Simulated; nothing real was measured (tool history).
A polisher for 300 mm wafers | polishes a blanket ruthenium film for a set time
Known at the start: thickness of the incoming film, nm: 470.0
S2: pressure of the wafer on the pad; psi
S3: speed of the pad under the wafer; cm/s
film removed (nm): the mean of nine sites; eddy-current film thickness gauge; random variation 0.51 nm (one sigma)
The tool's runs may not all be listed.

Run 1, hour 0.0: flow of slurry (ml/min) 145, S2 2.5 psi, S3 104 cm/s, polishing time (s) 23. Result: film removed (nm) 34.857.
Run 2, hour 5.1: flow of slurry (ml/min) 150, S2 2.6 psi, S3 104 cm/s, polishing time (s) 23. Result: film removed (nm) 36.852.
Run 3, hour 8.5: flow of slurry (ml/min) 150, S2 2.2 psi, S3 104 cm/s, polishing time (s) 23. Result: film removed (nm) 31.741.
Run 4, hour 12.2: flow of slurry (ml/min) 155, S2 2.4 psi, S3 104 cm/s, polishing time (s) 23. Result: film removed (nm) 33.914.
Run 5, hour 19.6: flow of slurry (ml/min) 140, S2 2.4 psi, S3 104 cm/s, polishing time (s) 23. Result: film removed (nm) 33.805.
Run 6, hour 27.9: flow of slurry (ml/min) 140, S2 2.4 psi, S3 104 cm/s, polishing time (s) 20. Result: film removed (nm) 28.897.
Run 7, hour 34.0: flow of slurry (ml/min) 150, S2 2.6 psi, S3 104 cm/s, polishing time (s) 20. Result: film removed (nm) 32.233.
Run 8, hour 41.3: flow of slurry (ml/min) 190, S2 3.3 psi, S3 106 cm/s, polishing time (s) 20. Result: film removed (nm) 42.510.
Run 9, hour 50.2: flow of slurry (ml/min) 190, S2 3.4 psi, S3 106 cm/s, polishing time (s) 20. Result: film removed (nm) 44.428.
Run 10, hour 58.8: flow of slurry (ml/min) 190, S2 3.5 psi, S3 106 cm/s, polishing time (s) 20. Result: film removed (nm) 44.900.
Run 11, hour 66.1: flow of slurry (ml/min) 190, S2 3.6 psi, S3 106 cm/s, polishing time (s) 20. Result: film removed (nm) 46.534.
Run 12, hour 68.0: flow of slurry (ml/min) 190, S2 3.7 psi, S3 106 cm/s, polishing time (s) 20. Result: film removed (nm) 48.003.
Run 13, hour 70.8: flow of slurry (ml/min) 190, S2 3.7 psi, S3 106 cm/s, polishing time (s) 20. Result: film removed (nm) 46.843.

Run 14 comes next. What will it give?
Run 14, hour 72.4: flow of slurry (ml/min) 195, S2 3.7 psi, S3 106 cm/s, polishing time (s) 20. Result: film removed (nm) ?.

film removed (nm): 47.964
